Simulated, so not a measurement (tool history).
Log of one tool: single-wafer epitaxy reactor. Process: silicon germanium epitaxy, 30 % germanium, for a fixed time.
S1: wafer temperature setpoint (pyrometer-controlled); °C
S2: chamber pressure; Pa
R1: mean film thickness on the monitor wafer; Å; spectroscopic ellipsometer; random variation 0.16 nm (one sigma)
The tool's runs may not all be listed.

| run | hour | S1 | S2 | R1 |
|---|---|---|---|---|
| 1 | 0.0 | 580 | 2173 | 402.70 |
| 2 | 1.7 | 575 | 2173 | 373.40 |
| 3 | 5.0 | 571 | 2160 | 344.75 |
| 4 | 10.5 | 579 | 2160 | 396.04 |
| 5 | 13.9 | 570 | 2160 | 341.24 |
| 6 | 19.6 | 567 | 2146 | 322.30 |
| 7 | 24.0 | 565 | 2146 | 313.20 |
| 8 | 31.4 | 563 | 2146 | 303.91 |

Forecast run 9:
| 9 | 38.0 | 562 | 2146 | ? |

R1: 293.91 Å

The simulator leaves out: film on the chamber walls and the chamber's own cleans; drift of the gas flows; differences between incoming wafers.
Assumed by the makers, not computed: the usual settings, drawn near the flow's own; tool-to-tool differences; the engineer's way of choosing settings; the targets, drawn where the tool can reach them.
